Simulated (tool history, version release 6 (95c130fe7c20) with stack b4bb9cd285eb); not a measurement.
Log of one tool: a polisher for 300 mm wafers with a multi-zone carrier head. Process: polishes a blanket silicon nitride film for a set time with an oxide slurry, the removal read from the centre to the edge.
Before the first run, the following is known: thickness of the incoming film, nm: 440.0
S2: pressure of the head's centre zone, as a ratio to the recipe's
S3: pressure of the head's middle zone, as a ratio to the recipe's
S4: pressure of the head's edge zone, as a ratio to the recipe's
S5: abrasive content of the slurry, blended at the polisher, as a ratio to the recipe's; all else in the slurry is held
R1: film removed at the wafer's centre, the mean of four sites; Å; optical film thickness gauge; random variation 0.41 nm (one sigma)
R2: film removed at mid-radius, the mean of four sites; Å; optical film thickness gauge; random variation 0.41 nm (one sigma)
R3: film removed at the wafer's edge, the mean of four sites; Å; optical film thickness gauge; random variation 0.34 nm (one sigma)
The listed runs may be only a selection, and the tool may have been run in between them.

run 1 hour=0 | flow_of_slurry_(ml/min)=185 S2=1 S3=1 S4=1 S5=1 polishing_time_(s)=81 | R1=391.03 R2=382.71 R3=386.02
run 2 hour=2.9 | flow_of_slurry_(ml/min)=195 S2=0.99 S3=1 S4=1.03 S5=1.05 polishing_time_(s)=81 | R1=401.48 R2=392.67 R3=396.86
run 3 hour=6.8 | flow_of_slurry_(ml/min)=185 S2=0.97 S3=0.99 S4=1.05 S5=1.15 polishing_time_(s)=82 | R1=412.12 R2=409.24 R3=416.58
run 4 hour=12.2 | flow_of_slurry_(ml/min)=185 S2=0.95 S3=0.98 S4=1.07 S5=1.2 polishing_time_(s)=83 | R1=415.59 R2=415.07 R3=434.97
run 5 hour=14.8 | flow_of_slurry_(ml/min)=190 S2=0.94 S3=0.98 S4=1.09 S5=1.25 polishing_time_(s)=83 | R1=419.59 R2=421.3 R3=448.02
run 6 hour=19.6 | flow_of_slurry_(ml/min)=200 S2=0.94 S3=0.99 S4=1.11 S5=1.3 polishing_time_(s)=83 | R1=426.17 R2=431.38 R3=458.9
run 7 hour=22.6 | flow_of_slurry_(ml/min)=200 S2=0.94 S3=0.99 S4=1.11 S5=1.3 polishing_time_(s)=83 | R1=434.48 R2=432.27 R3=458.9
run 8 hour=31.5 | flow_of_slurry_(ml/min)=205 S2=0.93 S3=0.99 S4=1.12 S5=1.35 polishing_time_(s)=83 | R1=429.07 R2=450.07 R3=470.91
run 9 hour=37.9 | flow_of_slurry_(ml/min)=210 S2=0.93 S3=0.98 S4=1.13 S5=1.4 polishing_time_(s)=83 | R1=431.42 R2=446.39 R3=469.93

For run 10, what comes out?
run 10 hour=43.6 | flow_of_slurry_(ml/min)=205 S2=0.93 S3=0.98 S4=1.14 S5=1.4 polishing_time_(s)=84 | R1=? R2=? R3=?

R1: 445.97 Å
R2: 452.06 Å
R3: 487.37 Å

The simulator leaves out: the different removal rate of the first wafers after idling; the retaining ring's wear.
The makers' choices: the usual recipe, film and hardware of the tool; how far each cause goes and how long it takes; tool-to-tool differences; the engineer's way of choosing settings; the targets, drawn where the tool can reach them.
